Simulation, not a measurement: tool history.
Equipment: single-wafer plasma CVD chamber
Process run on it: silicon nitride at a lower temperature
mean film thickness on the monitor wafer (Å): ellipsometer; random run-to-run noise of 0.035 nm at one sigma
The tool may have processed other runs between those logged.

| run | hour | heater temperature setpoint (°C) | chamber pressure (Torr) | RF power (kW) | deposition time (s) | mean film thickness on the monitor wafer (Å) |
|---|---|---|---|---|---|---|
| 1 | 0 | 350 | 1.17 | 0.39 | 13.3 | 167.73 |
| 2 | 5.4 | 350 | 1.07 | 0.385 | 13.3 | 162.46 |
| 3 | 7.3 | 350 | 0.99 | 0.38 | 13.3 | 158.05 |
| 4 | 8.3 | 350 | 0.93 | 0.375 | 13.3 | 153.52 |
| 5 | 12 | 359 | 0.93 | 0.375 | 13.3 | 152.97 |
| 6 | 20.2 | 359 | 0.89 | 0.375 | 13.3 | 151.09 |
| 7 | 28.3 | 359 | 0.86 | 0.375 | 13.3 | 150.23 |
| 8 | 31.7 | 359 | 0.84 | 0.375 | 13.3 | 148.76 |

Estimate the outcome of run 9 from the log above:
| 9 | 39.9 | 359 | 0.83 | 0.375 | 13.3 | ? |

Run 9 measured mean film thickness on the monitor wafer (Å) 147.76.

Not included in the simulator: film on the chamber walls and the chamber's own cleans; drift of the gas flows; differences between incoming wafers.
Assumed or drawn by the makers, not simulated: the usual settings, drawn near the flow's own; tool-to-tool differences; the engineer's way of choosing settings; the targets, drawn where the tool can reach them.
